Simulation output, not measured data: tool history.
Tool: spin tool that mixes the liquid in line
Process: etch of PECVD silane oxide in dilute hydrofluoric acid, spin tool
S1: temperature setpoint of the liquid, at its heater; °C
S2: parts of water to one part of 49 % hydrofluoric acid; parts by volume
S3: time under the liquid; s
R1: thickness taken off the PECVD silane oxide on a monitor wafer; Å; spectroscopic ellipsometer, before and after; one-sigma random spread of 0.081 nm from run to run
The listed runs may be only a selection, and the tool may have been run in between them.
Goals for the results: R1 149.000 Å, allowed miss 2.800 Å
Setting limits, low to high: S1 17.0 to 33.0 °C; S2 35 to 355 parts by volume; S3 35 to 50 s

{"run": 1, "hour": 0.0, "S1": 25.0, "S2": 195, "S3": 50, "R1": 62.024}
{"run": 2, "hour": 1.9, "S1": 27.5, "S2": 165, "S3": 50, "R1": 82.94}
{"run": 3, "hour": 8.9, "S1": 27.5, "S2": 230, "S3": 50, "R1": 55.766}
{"run": 4, "hour": 13.1, "S1": 27.5, "S2": 255, "S3": 50, "R1": 48.625}
{"run": 5, "hour": 14.6, "S1": 29.5, "S2": 205, "S3": 50, "R1": 68.48}
{"run": 6, "hour": 21.6, "S1": 31.5, "S2": 205, "S3": 50, "R1": 73.132}
{"run": 7, "hour": 29.2, "S1": 32.0, "S2": 170, "S3": 50, "R1": 94.838}
{"run": 8, "hour": 30.0, "S1": 32.5, "S2": 150, "S3": 50, "R1": 111.54}
{"run": 9, "hour": 36.7, "S1": 32.5, "S2": 135, "S3": 50, "R1": 126.29}
{"run": 10, "hour": 44.9, "S1": 32.5, "S2": 130, "S3": 50, "R1": 131.46}
{"run": 11, "hour": 48.2, "S1": 32.5, "S2": 125, "S3": 50, "R1": 140.12}

5 candidate next runs follow, results not yet known. Just one meets every target within its allowed miss. Identify it.
{"run": "A", "hour": 51.5, "S1": 33.0, "S2": 115, "S3": 50, "R1": "?"}
{"run": "B", "hour": 51.5, "S1": 30.5, "S2": 115, "S3": 45, "R1": "?"}
{"run": "C", "hour": 51.5, "S1": 32.5, "S2": 110, "S3": 40, "R1": "?"}
{"run": "D", "hour": 51.5, "S1": 33.0, "S2": 120, "S3": 50, "R1": "?"}
{"run": "E", "hour": 51.5, "S1": 33.0, "S2": 135, "S3": 50, "R1": "?"}

move=A R1=157.980
move=B R1=129.820
move=C R1=130.720
move=D R1=150.290
move=E R1=130.720
A: takes the result that was furthest off past its target
B: further off than the last run
C: further off than the last run
D: meets every target
E: further off than the last run
The right move is D.
